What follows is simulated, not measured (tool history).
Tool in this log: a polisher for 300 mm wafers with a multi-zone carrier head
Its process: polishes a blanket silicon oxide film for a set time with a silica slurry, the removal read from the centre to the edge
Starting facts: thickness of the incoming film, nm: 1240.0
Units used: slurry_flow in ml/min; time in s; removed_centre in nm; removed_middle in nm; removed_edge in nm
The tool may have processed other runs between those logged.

run 1 hour=0.0 | slurry_flow=205 centre_zone=1.00 middle_zone=1.00 edge_zone=1.00 slurry_solids=1.00 time=71 | removed_centre=355.43 removed_middle=357.20 removed_edge=352.93
run 2 hour=2.6 | slurry_flow=205 centre_zone=1.00 middle_zone=1.00 edge_zone=1.00 slurry_solids=0.80 time=71 | removed_centre=309.99 removed_middle=311.70 removed_edge=308.83
run 3 hour=8.2 | slurry_flow=215 centre_zone=1.00 middle_zone=1.02 edge_zone=1.00 slurry_solids=0.90 time=72 | removed_centre=342.40 removed_middle=350.24 removed_edge=333.66
run 4 hour=13.6 | slurry_flow=220 centre_zone=1.00 middle_zone=1.04 edge_zone=1.01 slurry_solids=0.95 time=72 | removed_centre=353.04 removed_middle=367.63 removed_edge=355.57
run 5 hour=20.7 | slurry_flow=220 centre_zone=1.00 middle_zone=1.08 edge_zone=1.01 slurry_solids=0.95 time=72 | removed_centre=354.45 removed_middle=383.68 removed_edge=343.14
run 6 hour=23.8 | slurry_flow=225 centre_zone=1.00 middle_zone=1.09 edge_zone=1.02 slurry_solids=1.00 time=72 | removed_centre=363.15 removed_middle=395.48 removed_edge=361.39
run 7 hour=31.1 | slurry_flow=230 centre_zone=1.00 middle_zone=1.10 edge_zone=1.01 slurry_solids=1.05 time=73 | removed_centre=382.23 removed_middle=413.06 removed_edge=383.28
run 8 hour=36.5 | slurry_flow=220 centre_zone=1.00 middle_zone=1.11 edge_zone=0.99 slurry_solids=1.10 time=75 | removed_centre=403.40 removed_middle=438.87 removed_edge=392.73

For run 9, what comes out?
run 9 hour=37.1 | slurry_flow=220 centre_zone=1.00 middle_zone=1.12 edge_zone=0.98 slurry_solids=1.15 time=76 | removed_centre=? removed_middle=? removed_edge=?

Run 9 came out at removed_centre 412.52 nm, removed_middle 460.02 nm, removed_edge 402.29 nm.

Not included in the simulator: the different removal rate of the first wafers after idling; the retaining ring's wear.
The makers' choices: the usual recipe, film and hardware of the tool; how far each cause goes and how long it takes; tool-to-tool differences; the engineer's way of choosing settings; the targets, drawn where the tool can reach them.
